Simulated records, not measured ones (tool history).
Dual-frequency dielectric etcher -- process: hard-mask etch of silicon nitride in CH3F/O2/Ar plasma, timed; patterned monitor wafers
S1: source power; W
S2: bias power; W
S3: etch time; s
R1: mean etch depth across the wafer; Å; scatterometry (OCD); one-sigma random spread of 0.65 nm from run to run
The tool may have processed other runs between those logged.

{"run": 1, "hour": 0.0, "S1": 370, "S2": 62, "S3": 230.5, "R1": 1274.2}
{"run": 2, "hour": 2.1, "S1": 370, "S2": 62, "S3": 230.5, "R1": 1272.4}
{"run": 3, "hour": 4.9, "S1": 370, "S2": 62, "S3": 230.5, "R1": 1269.2}
{"run": 4, "hour": 7.7, "S1": 370, "S2": 58, "S3": 230.5, "R1": 1246.1}
{"run": 5, "hour": 12.6, "S1": 390, "S2": 60, "S3": 231.0, "R1": 1302.4}
{"run": 6, "hour": 18.9, "S1": 430, "S2": 60, "S3": 231.0, "R1": 1354.9}
{"run": 7, "hour": 22.5, "S1": 440, "S2": 61, "S3": 231.0, "R1": 1364.2}

Run 8 is up next; what results do you expect?
{"run": 8, "hour": 30.0, "S1": 500, "S2": 73, "S3": 234.0, "R1": "?"}

{"run 8": {"R1": 1546.2}}
